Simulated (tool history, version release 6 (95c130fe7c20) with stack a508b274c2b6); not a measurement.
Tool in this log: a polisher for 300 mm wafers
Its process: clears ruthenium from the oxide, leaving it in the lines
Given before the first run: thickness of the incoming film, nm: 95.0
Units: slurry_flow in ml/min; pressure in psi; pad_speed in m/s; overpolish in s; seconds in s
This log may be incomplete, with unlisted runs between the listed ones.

Run 1, day 0.000: slurry_flow 215 ml/min, pressure 1.8 psi, pad_speed 0.82 m/s, overpolish 4 s. Result: seconds 124.69 s.
Run 2, day 0.338: slurry_flow 215 ml/min, pressure 1.6 psi, pad_speed 0.80 m/s, overpolish 4 s. Result: seconds 141.94 s.
Run 3, day 0.662: slurry_flow 215 ml/min, pressure 1.4 psi, pad_speed 0.80 m/s, overpolish 4 s. Result: seconds 155.76 s.
Run 4, day 0.762: slurry_flow 215 ml/min, pressure 1.8 psi, pad_speed 0.80 m/s, overpolish 4 s. Result: seconds 129.27 s.
Run 5, day 0.988: slurry_flow 215 ml/min, pressure 1.5 psi, pad_speed 0.80 m/s, overpolish 4 s. Result: seconds 148.66 s.
Run 6, day 1.317: slurry_flow 215 ml/min, pressure 1.7 psi, pad_speed 0.80 m/s, overpolish 4 s. Result: seconds 134.09 s.
Run 7, day 1.592: slurry_flow 215 ml/min, pressure 1.5 psi, pad_speed 0.78 m/s, overpolish 4 s. Result: seconds 153.69 s.

Estimate the outcome of run 8 from the log above:
Run 8, day 1.933: slurry_flow 215 ml/min, pressure 1.4 psi, pad_speed 0.78 m/s, overpolish 4 s. Result: seconds ?.

{"run 8": {"seconds": 157.81}}

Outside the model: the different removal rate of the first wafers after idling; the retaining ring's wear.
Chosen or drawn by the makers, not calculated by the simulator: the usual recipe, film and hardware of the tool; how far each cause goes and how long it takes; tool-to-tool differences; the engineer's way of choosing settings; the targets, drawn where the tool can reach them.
